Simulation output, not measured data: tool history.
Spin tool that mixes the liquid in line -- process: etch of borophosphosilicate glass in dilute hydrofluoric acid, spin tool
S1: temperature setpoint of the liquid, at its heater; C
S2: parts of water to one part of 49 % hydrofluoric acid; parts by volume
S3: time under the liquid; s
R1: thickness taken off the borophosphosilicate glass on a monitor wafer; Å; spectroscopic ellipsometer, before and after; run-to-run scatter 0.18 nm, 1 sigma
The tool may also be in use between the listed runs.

run 1 hour=0 | S1=24 S2=120 S3=15 | R1=54.539
run 2 hour=4.7 | S1=21 S2=120 S3=15 | R1=48.527
run 3 hour=11.3 | S1=21 S2=120 S3=15 | R1=48.552
run 4 hour=16.1 | S1=24 S2=95 S3=15 | R1=71.187
run 5 hour=23.2 | S1=24 S2=95 S3=15 | R1=72.512
run 6 hour=25.3 | S1=26.5 S2=75 S3=15 | R1=102.83
run 7 hour=29.2 | S1=28 S2=60 S3=15 | R1=138.57

Run 8, settings as shown, results not yet in. Your forecast:
run 8 hour=32.6 | S1=29 S2=55 S3=15 | R1=?

{"run 8": {"R1": 160.25}}
